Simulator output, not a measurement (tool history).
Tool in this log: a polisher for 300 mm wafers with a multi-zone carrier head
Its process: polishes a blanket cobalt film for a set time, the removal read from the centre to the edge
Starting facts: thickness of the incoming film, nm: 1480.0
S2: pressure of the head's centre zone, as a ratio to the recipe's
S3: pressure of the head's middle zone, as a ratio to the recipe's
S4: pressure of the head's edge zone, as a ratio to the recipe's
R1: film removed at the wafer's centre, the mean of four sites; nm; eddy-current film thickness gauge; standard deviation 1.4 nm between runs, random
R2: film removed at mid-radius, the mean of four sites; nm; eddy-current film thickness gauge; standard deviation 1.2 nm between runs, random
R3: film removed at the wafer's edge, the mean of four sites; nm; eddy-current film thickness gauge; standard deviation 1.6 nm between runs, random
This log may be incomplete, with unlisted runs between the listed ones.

Run 1, day 0: flow of slurry (ml/min) 210, S2 1, S3 1, S4 1, polishing time (s) 54. Result: R1 175.35 nm, R2 180.19 nm, R3 182.78 nm.
Run 2, day 0.246: flow of slurry (ml/min) 210, S2 1.02, S3 0.99, S4 0.97, polishing time (s) 49. Result: R1 162.44 nm, R2 160.84 nm, R3 161.81 nm.
Run 3, day 0.267: flow of slurry (ml/min) 210, S2 1.03, S3 0.97, S4 0.94, polishing time (s) 45. Result: R1 151.54 nm, R2 142.7 nm, R3 142.03 nm.
Run 4, day 0.296: flow of slurry (ml/min) 210, S2 1.03, S3 0.97, S4 0.98, polishing time (s) 45. Result: R1 151.21 nm, R2 142.65 nm, R3 148.02 nm.
Run 5, day 0.608: flow of slurry (ml/min) 210, S2 1.03, S3 1.03, S4 0.98, polishing time (s) 45. Result: R1 147.76 nm, R2 153.08 nm, R3 143.61 nm.
Run 6, day 0.904: flow of slurry (ml/min) 205, S2 1.03, S3 1.01, S4 0.96, polishing time (s) 43. Result: R1 141.32 nm, R2 144.56 nm, R3 140.7 nm.

Run 7 comes next. What will it give?
Run 7, day 1: flow of slurry (ml/min) 210, S2 1.04, S3 0.99, S4 0.94, polishing time (s) 41. Result: R1 ?, R2 ?, R3 ?.

{"run 7": {"R1": 138.36, "R2": 134.23, "R3": 131.99}}

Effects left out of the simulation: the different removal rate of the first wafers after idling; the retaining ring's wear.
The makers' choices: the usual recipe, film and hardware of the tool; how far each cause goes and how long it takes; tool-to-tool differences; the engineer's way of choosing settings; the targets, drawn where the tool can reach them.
